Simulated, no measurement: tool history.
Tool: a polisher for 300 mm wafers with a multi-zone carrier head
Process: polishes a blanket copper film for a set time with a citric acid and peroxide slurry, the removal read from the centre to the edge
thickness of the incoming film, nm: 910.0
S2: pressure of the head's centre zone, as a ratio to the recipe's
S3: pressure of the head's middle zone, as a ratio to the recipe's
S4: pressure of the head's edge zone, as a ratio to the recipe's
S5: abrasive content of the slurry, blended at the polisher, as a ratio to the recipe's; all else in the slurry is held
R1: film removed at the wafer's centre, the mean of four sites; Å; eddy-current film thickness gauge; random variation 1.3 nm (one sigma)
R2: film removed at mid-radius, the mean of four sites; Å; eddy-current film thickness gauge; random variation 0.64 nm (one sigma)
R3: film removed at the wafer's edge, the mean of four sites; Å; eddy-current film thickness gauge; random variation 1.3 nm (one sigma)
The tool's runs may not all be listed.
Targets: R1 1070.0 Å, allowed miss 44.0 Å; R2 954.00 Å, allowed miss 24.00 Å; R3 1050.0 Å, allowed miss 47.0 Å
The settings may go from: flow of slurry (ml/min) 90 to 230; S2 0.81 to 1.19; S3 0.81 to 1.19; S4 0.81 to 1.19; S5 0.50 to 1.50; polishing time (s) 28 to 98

Run 1, hour 0.0: flow of slurry (ml/min) 150, S2 1.00, S3 1.00, S4 1.00, S5 1.00, polishing time (s) 63. Result: R1 1675.6 Å, R2 1740.90 Å, R3 1656.2 Å.
Run 2, hour 5.8: flow of slurry (ml/min) 140, S2 1.00, S3 0.96, S4 0.98, S5 0.90, polishing time (s) 59. Result: R1 1522.6 Å, R2 1506.90 Å, R3 1529.9 Å.
Run 3, hour 14.3: flow of slurry (ml/min) 140, S2 1.00, S3 0.94, S4 0.95, S5 0.80, polishing time (s) 54. Result: R1 1363.0 Å, R2 1351.10 Å, R3 1360.1 Å.
Run 4, hour 15.6: flow of slurry (ml/min) 140, S2 1.00, S3 0.94, S4 0.95, S5 0.80, polishing time (s) 48. Result: R1 1205.9 Å, R2 1194.60 Å, R3 1212.6 Å.
Run 5, hour 19.8: flow of slurry (ml/min) 140, S2 1.05, S3 0.94, S4 0.95, S5 0.80, polishing time (s) 48. Result: R1 1272.1 Å, R2 1171.30 Å, R3 1182.0 Å.
Run 6, hour 24.4: flow of slurry (ml/min) 135, S2 1.04, S3 0.92, S4 0.94, S5 0.75, polishing time (s) 47. Result: R1 1225.9 Å, R2 1123.80 Å, R3 1165.0 Å.
Run 7, hour 25.7: flow of slurry (ml/min) 130, S2 1.04, S3 0.90, S4 0.93, S5 0.70, polishing time (s) 46. Result: R1 1195.7 Å, R2 1074.60 Å, R3 1099.6 Å.
Run 8, hour 26.6: flow of slurry (ml/min) 125, S2 1.03, S3 0.88, S4 0.94, S5 0.65, polishing time (s) 46. Result: R1 1167.0 Å, R2 1039.80 Å, R3 1101.4 Å.
Run 9, hour 27.9: flow of slurry (ml/min) 120, S2 1.02, S3 0.87, S4 0.94, S5 0.60, polishing time (s) 46. Result: R1 1098.1 Å, R2 993.70 Å, R3 1096.6 Å.

4 next moves are on the table. One of them brings every result within its allowed miss. Which?
Run A, hour 29.2: flow of slurry (ml/min) 120, S2 0.99, S3 0.85, S4 0.97, S5 0.60, polishing time (s) 48. Result: R1 ?, R2 ?, R3 ?.
Run B, hour 29.2: flow of slurry (ml/min) 105, S2 1.04, S3 0.88, S4 0.98, S5 0.55, polishing time (s) 46. Result: R1 ?, R2 ?, R3 ?.
Run C, hour 29.2: flow of slurry (ml/min) 100, S2 0.99, S3 0.81, S4 1.01, S5 0.60, polishing time (s) 46. Result: R1 ?, R2 ?, R3 ?.
Run D, hour 29.2: flow of slurry (ml/min) 95, S2 0.96, S3 0.81, S4 0.99, S5 0.75, polishing time (s) 49. Result: R1 ?, R2 ?, R3 ?.

move      R1       R2      R3
   A  1129.6  1034.70  1152.9
   B  1081.7   974.73  1072.0
   C  1021.1   906.03  1086.2
   D  1062.0   974.65  1164.6
A: further off than the last run
B: meets every target
C: takes the result that was furthest off past its target
D: brings the result that was furthest off to its target, and leaves another outside
Answer: B

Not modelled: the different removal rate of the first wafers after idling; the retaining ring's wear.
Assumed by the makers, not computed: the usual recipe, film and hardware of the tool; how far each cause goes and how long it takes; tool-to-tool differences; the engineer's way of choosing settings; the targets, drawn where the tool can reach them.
